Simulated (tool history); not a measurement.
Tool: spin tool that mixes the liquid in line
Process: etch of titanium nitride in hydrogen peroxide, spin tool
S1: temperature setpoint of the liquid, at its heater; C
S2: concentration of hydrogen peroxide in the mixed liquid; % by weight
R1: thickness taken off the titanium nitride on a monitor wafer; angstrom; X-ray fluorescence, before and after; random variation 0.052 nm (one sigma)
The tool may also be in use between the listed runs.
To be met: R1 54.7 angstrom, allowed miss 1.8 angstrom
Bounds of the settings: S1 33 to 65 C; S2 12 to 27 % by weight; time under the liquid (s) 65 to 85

run 1 hour=0 | S1=49 S2=18 time_under_the_liquid_(s)=85 | R1=43.642
run 2 hour=5.4 | S1=50 S2=18 time_under_the_liquid_(s)=85 | R1=47.544
run 3 hour=11.7 | S1=50.5 S2=18 time_under_the_liquid_(s)=85 | R1=48.273
run 4 hour=19.9 | S1=44 S2=18 time_under_the_liquid_(s)=85 | R1=29.887
run 5 hour=23.9 | S1=46.5 S2=18 time_under_the_liquid_(s)=85 | R1=36.767
run 6 hour=27 | S1=48.5 S2=18 time_under_the_liquid_(s)=85 | R1=42.178
run 7 hour=30.2 | S1=49.5 S2=18 time_under_the_liquid_(s)=85 | R1=45.14
run 8 hour=38.4 | S1=50.5 S2=18 time_under_the_liquid_(s)=85 | R1=48.756
run 9 hour=45.7 | S1=51 S2=18 time_under_the_liquid_(s)=85 | R1=50.51

Which of these 4 next moves meets every target?
run A hour=53 | S1=50.5 S2=20.5 time_under_the_liquid_(s)=85 | R1=?
run B hour=53 | S1=55 S2=17.5 time_under_the_liquid_(s)=65 | R1=?
run C hour=53 | S1=53.5 S2=16.5 time_under_the_liquid_(s)=65 | R1=?
run D hour=53 | S1=51.5 S2=21.5 time_under_the_liquid_(s)=85 | R1=?

move=A R1=50.603
move=B R1=51.499
move=C R1=45.766
move=D R1=54.929
A: as far off as the last run
B: nearer than the last run, and not there yet
C: further off than the last run
D: meets every target
Move D is the one to make.
